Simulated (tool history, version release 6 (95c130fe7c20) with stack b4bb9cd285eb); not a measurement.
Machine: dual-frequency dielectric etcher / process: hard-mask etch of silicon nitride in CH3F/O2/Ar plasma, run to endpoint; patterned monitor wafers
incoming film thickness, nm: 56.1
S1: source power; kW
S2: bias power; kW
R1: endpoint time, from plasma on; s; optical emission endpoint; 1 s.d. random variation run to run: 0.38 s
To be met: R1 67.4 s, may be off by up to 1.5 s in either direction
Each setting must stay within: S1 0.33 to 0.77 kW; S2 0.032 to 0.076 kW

run  hour    S1     S2      R1
  1     0  0.55  0.054   75.62
  2   2.6  0.46  0.054  83.236
  3   8.2  0.39  0.054  90.644
  4    15  0.45  0.055  83.248
  5  22.3  0.53  0.055  76.832
     24.2  -- source power generator calibrated
  6  24.2  0.53  0.062  70.782
  7  29.6  0.53  0.062  71.674
  8  35.7  0.54  0.062  70.743
  9  42.2  0.55  0.062  70.525
 10    45  0.56  0.062  70.112

Which one of the following 5 next-run settings gets every result inside its allowed miss? There is exactly one.
  A  47.8  0.55  0.058   ?
  B  47.8  0.48  0.069   ?
  C  47.8  0.56  0.054   ?
  D  47.8  0.54  0.064   ?
  E  47.8  0.57  0.066   ?

move      R1
   A  72.921
   B  72.303
   C  74.504
   D   70.56
   E  67.891
A: misses by more than the last run did
B: misses by more than the last run did
C: misses by more than the last run did
D: misses by more than the last run did
E: meets every target
E is the move that brings every result within its allowed miss.

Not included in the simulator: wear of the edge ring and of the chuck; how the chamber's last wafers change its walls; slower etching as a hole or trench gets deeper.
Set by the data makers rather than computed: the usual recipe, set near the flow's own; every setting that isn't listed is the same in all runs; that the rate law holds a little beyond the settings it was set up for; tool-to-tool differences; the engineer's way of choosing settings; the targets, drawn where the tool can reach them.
